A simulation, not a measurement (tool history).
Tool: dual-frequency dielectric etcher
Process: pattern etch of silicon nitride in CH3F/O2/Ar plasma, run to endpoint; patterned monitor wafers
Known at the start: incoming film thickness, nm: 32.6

{"run": 1, "hour": 0.0, "source power (kW)": 0.34, "bias power (kW)": 0.068, "endpoint time (s)": 51.34}
{"run": 2, "hour": 2.4, "source power (kW)": 0.34, "bias power (kW)": 0.057, "endpoint time (s)": 56.008}
{"run": 3, "hour": 8.3, "source power (kW)": 0.34, "bias power (kW)": 0.049, "endpoint time (s)": 60.735}
{"run": 4, "hour": 14.0, "source power (kW)": 0.35, "bias power (kW)": 0.053, "endpoint time (s)": 57.625}
{"run": 5, "hour": 22.0, "source power (kW)": 0.35, "bias power (kW)": 0.048, "endpoint time (s)": 60.222}
{"run": 6, "hour": 23.2, "source power (kW)": 0.36, "bias power (kW)": 0.052, "endpoint time (s)": 57.573}
{"run": 7, "hour": 30.8, "source power (kW)": 0.37, "bias power (kW)": 0.056, "endpoint time (s)": 53.769}
{"run": 8, "hour": 37.2, "source power (kW)": 0.38, "bias power (kW)": 0.058, "endpoint time (s)": 52.476}

Run 9 comes next. What will it give?
{"run": 9, "hour": 41.8, "source power (kW)": 0.39, "bias power (kW)": 0.06, "endpoint time (s)": "?"}

{"run 9": {"endpoint time (s)": 50.789}}

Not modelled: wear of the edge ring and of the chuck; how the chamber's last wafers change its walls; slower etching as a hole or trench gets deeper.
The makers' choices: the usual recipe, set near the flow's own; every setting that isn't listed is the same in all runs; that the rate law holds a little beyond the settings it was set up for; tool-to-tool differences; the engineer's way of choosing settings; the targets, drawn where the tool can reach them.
